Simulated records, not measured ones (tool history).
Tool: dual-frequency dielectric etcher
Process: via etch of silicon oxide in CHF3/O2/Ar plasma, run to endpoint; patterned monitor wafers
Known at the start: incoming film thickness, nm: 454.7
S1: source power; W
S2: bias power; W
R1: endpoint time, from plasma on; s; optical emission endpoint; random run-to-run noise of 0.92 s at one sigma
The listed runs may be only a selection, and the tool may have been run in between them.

Run 1, hour 0.0: S1 840 W, S2 214 W. Result: R1 176.15 s.
Run 2, hour 5.0: S1 790 W, S2 212 W. Result: R1 183.48 s.
Run 3, hour 8.5: S1 850 W, S2 212 W. Result: R1 178.27 s.
Run 4, hour 11.7: S1 810 W, S2 210 W. Result: R1 180.27 s.
Run 5, hour 12.9: S1 810 W, S2 225 W. Result: R1 176.67 s.
Run 6, hour 14.1: S1 770 W, S2 223 W. Result: R1 182.50 s.

Forecast run 7:
Run 7, hour 17.7: S1 750 W, S2 222 W. Result: R1 ?.

{"run 7": {"R1": 183.79}}
